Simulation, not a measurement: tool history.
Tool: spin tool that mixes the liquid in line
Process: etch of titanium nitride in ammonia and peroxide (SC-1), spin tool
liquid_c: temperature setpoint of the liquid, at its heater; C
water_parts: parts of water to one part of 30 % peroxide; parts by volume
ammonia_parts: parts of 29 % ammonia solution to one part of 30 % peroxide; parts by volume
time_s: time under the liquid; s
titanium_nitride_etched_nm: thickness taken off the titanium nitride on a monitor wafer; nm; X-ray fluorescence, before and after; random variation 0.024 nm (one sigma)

run,hour,liquid_c,water_parts,ammonia_parts,time_s,titanium_nitride_etched_nm
1,0.0,53.0,24.0,0.9,195,13.5070
2,4.9,51.0,25.0,0.9,195,11.4960
3,8.5,51.0,25.0,1.2,195,12.3100
4,16.9,44.0,25.0,1.2,195,7.4345
# hour 18.2: thermometer replaced
5,18.2,44.0,25.0,1.0,195,6.6809
6,21.6,44.0,25.0,1.0,210,7.1856
7,22.3,43.5,25.5,1.0,210,6.9030
8,26.6,43.0,26.0,1.0,210,6.4947

Run 9 comes next. What will it give?
9,27.8,42.5,26.5,1.0,210,?

titanium_nitride_etched_nm: 6.2494 nm
